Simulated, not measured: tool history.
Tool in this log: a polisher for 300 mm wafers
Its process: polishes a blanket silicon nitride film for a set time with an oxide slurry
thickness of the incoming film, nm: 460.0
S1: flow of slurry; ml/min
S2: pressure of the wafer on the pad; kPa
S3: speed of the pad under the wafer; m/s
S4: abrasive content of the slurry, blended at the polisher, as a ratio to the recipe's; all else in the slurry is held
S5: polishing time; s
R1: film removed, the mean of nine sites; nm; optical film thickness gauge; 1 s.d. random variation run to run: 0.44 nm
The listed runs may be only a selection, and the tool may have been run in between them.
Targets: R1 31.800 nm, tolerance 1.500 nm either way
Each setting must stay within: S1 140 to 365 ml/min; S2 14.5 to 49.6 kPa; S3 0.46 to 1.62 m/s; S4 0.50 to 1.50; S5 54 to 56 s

run  hour   S1    S2    S3    S4  S5      R1
  1   0.0  235  31.7  1.04  1.00  54  46.598
  2   0.5  235  29.6  1.04  1.00  54  43.540
  3   9.1  195  29.6  1.04  1.00  54  42.687
  4  13.0  195  28.3  1.04  1.00  54  41.407
  5  18.5  195  28.3  1.04  1.20  54  44.693
  6  24.9  195  28.3  0.78  1.20  54  38.018
  7  27.7  195  27.6  0.78  1.20  54  35.751
  8  33.6  195  26.9  0.78  1.20  54  35.926

Consider the 5 candidate settings below. Which is the only one whose results all fall within their allowed miss of target?
  A  39.5  225  32.4  0.88  1.15  55   ?
  B  39.5  160  31.0  0.68  1.30  56   ?
  C  39.5  190  28.3  0.86  1.35  56   ?
  D  39.5  210  24.1  0.96  1.25  56   ?
  E  39.5  230  24.8  0.70  1.25  54   ?

move      R1
   A  47.346
   B  39.373
   C  43.486
   D  39.380
   E  32.443
A: its largest miss is bigger than the last run's
B: its largest miss is bigger than the last run's
C: its largest miss is bigger than the last run's
D: its largest miss is bigger than the last run's
E: meets every target
The move that meets every target is E.
